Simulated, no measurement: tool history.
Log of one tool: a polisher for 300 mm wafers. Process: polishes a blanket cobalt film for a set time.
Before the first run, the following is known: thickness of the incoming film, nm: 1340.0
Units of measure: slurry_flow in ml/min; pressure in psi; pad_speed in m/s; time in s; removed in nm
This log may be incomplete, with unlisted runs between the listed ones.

| run | day | slurry_flow | pressure | pad_speed | time | removed |
|---|---|---|---|---|---|---|
| 1 | 0 | 255 | 1.7 | 0.76 | 73 | 204.32 |
| 2 | 0.046 | 255 | 1.6 | 0.76 | 73 | 197.72 |
| 3 | 0.408 | 255 | 1.6 | 0.76 | 73 | 194.6 |
| 4 | 0.546 | 255 | 1.8 | 0.76 | 73 | 215.64 |
| 5 | 0.842 | 285 | 1.8 | 0.76 | 73 | 214.9 |
| 6 | 0.904 | 285 | 1.8 | 0.76 | 76 | 223.03 |
| 7 | 1.042 | 285 | 1.6 | 0.76 | 76 | 205.61 |

Estimate the outcome of run 8 from the log above:
| 8 | 1.346 | 285 | 1.5 | 0.76 | 76 | ? |

{"run 8": {"removed": 199.54}}
